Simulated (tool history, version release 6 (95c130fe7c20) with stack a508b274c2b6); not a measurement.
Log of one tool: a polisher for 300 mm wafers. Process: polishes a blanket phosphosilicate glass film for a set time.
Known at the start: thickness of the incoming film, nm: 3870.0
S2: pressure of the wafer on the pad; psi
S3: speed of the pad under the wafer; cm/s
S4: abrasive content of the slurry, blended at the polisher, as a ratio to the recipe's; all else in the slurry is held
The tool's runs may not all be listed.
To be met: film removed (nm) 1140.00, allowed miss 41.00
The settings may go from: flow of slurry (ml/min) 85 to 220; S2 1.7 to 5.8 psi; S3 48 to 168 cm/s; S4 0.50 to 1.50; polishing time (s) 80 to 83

{"run": 1, "hour": 0.0, "flow of slurry (ml/min)": 140, "S2": 3.7, "S3": 108, "S4": 1.0, "polishing time (s)": 80, "film removed (nm)": 602.45}
{"run": 2, "hour": 7.8, "flow of slurry (ml/min)": 140, "S2": 4.2, "S3": 108, "S4": 1.0, "polishing time (s)": 80, "film removed (nm)": 681.57}
{"run": 3, "hour": 9.4, "flow of slurry (ml/min)": 145, "S2": 4.5, "S3": 110, "S4": 1.0, "polishing time (s)": 80, "film removed (nm)": 747.86}
{"run": 4, "hour": 16.1, "flow of slurry (ml/min)": 125, "S2": 4.5, "S3": 110, "S4": 1.0, "polishing time (s)": 80, "film removed (nm)": 727.52}
{"run": 5, "hour": 22.0, "flow of slurry (ml/min)": 125, "S2": 4.5, "S3": 94, "S4": 1.0, "polishing time (s)": 80, "film removed (nm)": 632.13}
{"run": 6, "hour": 28.1, "flow of slurry (ml/min)": 125, "S2": 4.5, "S3": 94, "S4": 1.1, "polishing time (s)": 80, "film removed (nm)": 670.87}
{"run": 7, "hour": 34.8, "flow of slurry (ml/min)": 135, "S2": 4.8, "S3": 98, "S4": 1.1, "polishing time (s)": 80, "film removed (nm)": 770.87}
{"hour": 39.0, "done": "slurry nozzle cleaned"}
{"run": 8, "hour": 39.0, "flow of slurry (ml/min)": 145, "S2": 5.0, "S3": 98, "S4": 1.1, "polishing time (s)": 80, "film removed (nm)": 892.51}
{"run": 9, "hour": 43.2, "flow of slurry (ml/min)": 155, "S2": 5.0, "S3": 98, "S4": 1.1, "polishing time (s)": 80, "film removed (nm)": 917.25}
{"run": 10, "hour": 49.8, "flow of slurry (ml/min)": 165, "S2": 5.0, "S3": 98, "S4": 1.1, "polishing time (s)": 80, "film removed (nm)": 942.63}

Which of these 5 next moves meets every target?
{"run": "A", "hour": 56.4, "flow of slurry (ml/min)": 165, "S2": 5.0, "S3": 104, "S4": 1.2, "polishing time (s)": 80, "film removed (nm)": "?"}
{"run": "B", "hour": 56.4, "flow of slurry (ml/min)": 155, "S2": 4.4, "S3": 86, "S4": 1.0, "polishing time (s)": 80, "film removed (nm)": "?"}
{"run": "C", "hour": 56.4, "flow of slurry (ml/min)": 135, "S2": 5.7, "S3": 92, "S4": 1.35, "polishing time (s)": 83, "film removed (nm)": "?"}
{"run": "D", "hour": 56.4, "flow of slurry (ml/min)": 150, "S2": 4.6, "S3": 80, "S4": 0.95, "polishing time (s)": 80, "film removed (nm)": "?"}
{"run": "E", "hour": 56.4, "flow of slurry (ml/min)": 135, "S2": 4.7, "S3": 82, "S4": 1.0, "polishing time (s)": 80, "film removed (nm)": "?"}

move=A film_removed_(nm)=1017.10
move=B film_removed_(nm)=682.69
move=C film_removed_(nm)=1110.80
move=D film_removed_(nm)=645.01
move=E film_removed_(nm)=682.05
A: nearer than the last run, and not there yet
B: further off than the last run
C: meets every target
D: further off than the last run
E: further off than the last run
Answer: C
